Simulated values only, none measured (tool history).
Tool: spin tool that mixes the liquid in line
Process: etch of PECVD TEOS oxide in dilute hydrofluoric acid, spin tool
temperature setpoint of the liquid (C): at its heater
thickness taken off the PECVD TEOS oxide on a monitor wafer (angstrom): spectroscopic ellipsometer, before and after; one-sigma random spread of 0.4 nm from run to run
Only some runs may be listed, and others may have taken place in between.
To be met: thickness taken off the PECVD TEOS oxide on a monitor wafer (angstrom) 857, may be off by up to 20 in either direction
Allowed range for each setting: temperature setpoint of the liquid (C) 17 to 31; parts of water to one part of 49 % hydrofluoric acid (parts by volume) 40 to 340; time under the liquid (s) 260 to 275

| run | hour | temperature setpoint of the liquid (C) | parts of water to one part of 49 % hydrofluoric acid (parts by volume) | time under the liquid (s) | thickness taken off the PECVD TEOS oxide on a monitor wafer (angstrom) |
|---|---|---|---|---|---|
| 1 | 0 | 23 | 190 | 260 | 285.18 |
| 2 | 6.2 | 25 | 190 | 260 | 306.37 |
| 3 | 14.5 | 22.5 | 190 | 260 | 280.65 |
| 4 | 16 | 22.5 | 220 | 260 | 233.55 |
| 5 | 21.1 | 24 | 190 | 260 | 296.51 |
| 6 | 28.9 | 25 | 165 | 260 | 364.68 |
| 7 | 34.6 | 26 | 145 | 260 | 439.77 |
| 8 | 42.4 | 27 | 130 | 260 | 519.82 |
| 9 | 49.2 | 27.5 | 120 | 260 | 583.33 |
| 10 | 51.2 | 28 | 115 | 260 | 628.04 |
| 11 | 55.1 | 28.5 | 110 | 260 | 667.22 |
| 12 | 63.5 | 29 | 105 | 260 | 719.79 |
| 13 | 64.4 | 29.5 | 105 | 260 | 725.58 |
| 14 | 68.2 | 30 | 105 | 260 | 748.77 |
| 15 | 70.1 | 30 | 105 | 260 | 747.55 |
| 16 | 78.9 | 30.5 | 100 | 260 | 802.42 |
| 17 | 82.3 | 30.5 | 100 | 260 | 799.4 |

Which of these 4 next moves meets every target?
| A | 85.7 | 30.5 | 95 | 275 | ? |
| B | 85.7 | 31 | 100 | 275 | ? |
| C | 85.7 | 30.5 | 105 | 275 | ? |
| D | 85.7 | 31 | 105 | 275 | ? |

| move | thickness taken off the PECVD TEOS oxide on a monitor wafer (angstrom) |
|---|---|
| A | 899.42 |
| B | 864.79 |
| C | 802.67 |
| D | 817.94 |
A: carries the result that was furthest off beyond its target, to the other side
B: hits every target within its allowed miss
C: moves toward the targets from the last run without getting all of them in spec
D: moves toward the targets from the last run without getting all of them in spec
So the answer is move B, the one that meets all the targets.

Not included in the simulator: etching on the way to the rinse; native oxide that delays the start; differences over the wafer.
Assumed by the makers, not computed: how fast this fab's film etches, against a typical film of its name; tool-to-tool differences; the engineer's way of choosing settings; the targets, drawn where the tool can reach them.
